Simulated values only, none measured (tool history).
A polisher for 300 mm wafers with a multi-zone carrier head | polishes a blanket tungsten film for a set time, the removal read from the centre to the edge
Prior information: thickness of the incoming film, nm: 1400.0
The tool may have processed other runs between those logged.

run,hour,flow of slurry (ml/min),pressure of the head's centre zone,pressure of the head's middle zone,pressure of the head's edge zone,abrasive content of the slurry,polishing time (s),film removed at the wafer's centre (Å),film removed at mid-radius (Å),film removed at the wafer's edge (Å)
1,0,130,1,1,1,1,56,3625.4,3541.4,3606.2
2,2.8,130,1,1,1.04,1,56,3622.7,3512.9,3686.6
3,6.7,120,1.01,0.96,0.99,0.85,55,3315,3106.7,3273.8
4,9.9,110,1.02,0.92,0.95,0.8,55,3275.1,2859.3,3071.1
5,17.1,105,1.01,0.9,0.92,0.75,55,3093.4,2729.2,2958.3
6,22.9,105,1.01,0.9,0.92,0.65,55,2795.6,2541,2761.3
7,26.3,100,1.02,0.89,0.9,0.65,55,2799.7,2463.9,2729.2

Expected results for the next run?
8,28.8,100,1.04,0.89,0.88,0.65,55,?,?,?

{"run 8": {"film removed at the wafer's centre (Å)": 2847.2, "film removed at mid-radius (Å)": 2505, "film removed at the wafer's edge (Å)": 2714.2}}
